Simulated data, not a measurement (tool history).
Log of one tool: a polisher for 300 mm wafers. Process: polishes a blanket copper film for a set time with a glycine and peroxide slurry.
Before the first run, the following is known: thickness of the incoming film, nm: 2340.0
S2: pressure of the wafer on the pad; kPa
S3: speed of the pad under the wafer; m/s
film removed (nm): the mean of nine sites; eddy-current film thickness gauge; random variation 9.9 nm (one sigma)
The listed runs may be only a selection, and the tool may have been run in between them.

{"run": 1, "hour": 0.0, "flow of slurry (ml/min)": 180, "S2": 19.3, "S3": 1.02, "polishing time (s)": 109, "film removed (nm)": 726.93}
{"run": 2, "hour": 5.5, "flow of slurry (ml/min)": 180, "S2": 19.3, "S3": 1.02, "polishing time (s)": 109, "film removed (nm)": 729.05}
{"run": 3, "hour": 13.4, "flow of slurry (ml/min)": 180, "S2": 19.3, "S3": 1.14, "polishing time (s)": 109, "film removed (nm)": 802.28}
{"run": 4, "hour": 21.6, "flow of slurry (ml/min)": 185, "S2": 20.7, "S3": 1.14, "polishing time (s)": 109, "film removed (nm)": 867.07}
{"run": 5, "hour": 26.8, "flow of slurry (ml/min)": 185, "S2": 20.7, "S3": 1.14, "polishing time (s)": 115, "film removed (nm)": 904.22}
{"run": 6, "hour": 28.3, "flow of slurry (ml/min)": 190, "S2": 21.4, "S3": 1.14, "polishing time (s)": 115, "film removed (nm)": 935.79}
{"run": 7, "hour": 29.3, "flow of slurry (ml/min)": 190, "S2": 22.1, "S3": 1.14, "polishing time (s)": 115, "film removed (nm)": 946.53}
{"run": 8, "hour": 31.8, "flow of slurry (ml/min)": 190, "S2": 22.1, "S3": 1.14, "polishing time (s)": 115, "film removed (nm)": 957.21}
{"run": 9, "hour": 32.6, "flow of slurry (ml/min)": 190, "S2": 22.1, "S3": 1.14, "polishing time (s)": 115, "film removed (nm)": 963.69}
{"run": 10, "hour": 36.2, "flow of slurry (ml/min)": 195, "S2": 22.8, "S3": 1.14, "polishing time (s)": 115, "film removed (nm)": 1002.3}
{"run": 11, "hour": 41.1, "flow of slurry (ml/min)": 200, "S2": 22.8, "S3": 1.14, "polishing time (s)": 115, "film removed (nm)": 986.68}
{"run": 12, "hour": 44.2, "flow of slurry (ml/min)": 200, "S2": 23.4, "S3": 1.14, "polishing time (s)": 115, "film removed (nm)": 1022.7}

For run 13, what comes out?
{"run": 13, "hour": 51.1, "flow of slurry (ml/min)": 200, "S2": 23.4, "S3": 1.14, "polishing time (s)": 115, "film removed (nm)": "?"}

{"run 13": {"film removed (nm)": 1039.4}}
